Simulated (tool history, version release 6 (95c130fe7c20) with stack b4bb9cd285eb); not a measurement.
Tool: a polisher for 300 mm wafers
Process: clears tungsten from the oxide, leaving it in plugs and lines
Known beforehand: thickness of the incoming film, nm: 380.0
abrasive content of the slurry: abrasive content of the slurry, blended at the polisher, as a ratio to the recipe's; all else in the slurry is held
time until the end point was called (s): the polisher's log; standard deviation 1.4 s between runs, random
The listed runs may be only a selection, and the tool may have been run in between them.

run  hour  flow of slurry (ml/min)  pressure of the wafer on the pad (psi)  speed of the pad under the wafer (cm/s)  abrasive content of the slurry  overpolish time after the end point (s)  time until the end point was called (s)
  1   0.0                      200                                     3.6                                      142                             1.0                                       17                                   78.807
  2   3.4                      200                                     3.0                                      140                             1.0                                       17                                   90.752
  3   9.3                      200                                     2.5                                      136                             1.0                                       17                                  106.660
  4   9.9                      200                                     1.9                                      136                             1.0                                       17                                  126.850
  5  10.9                      200                                     1.9                                      166                             1.0                                       17                                  104.460
  6  14.2                      200                                     1.9                                      166                             1.0                                       17                                  103.780
  7  19.3                      200                                     1.8                                      158                             1.0                                       17                                  115.670
  8  20.7                      200                                     1.7                                      154                             1.0                                       17                                  121.990
  9  27.8                      200                                     1.7                                      154                             1.0                                       17                                  120.530

What will run 10 give?
 10  31.4                      200                                     1.7                                      150                             1.0                                       17                                        ?

Run 10 measured time until the end point was called (s) 123.050.

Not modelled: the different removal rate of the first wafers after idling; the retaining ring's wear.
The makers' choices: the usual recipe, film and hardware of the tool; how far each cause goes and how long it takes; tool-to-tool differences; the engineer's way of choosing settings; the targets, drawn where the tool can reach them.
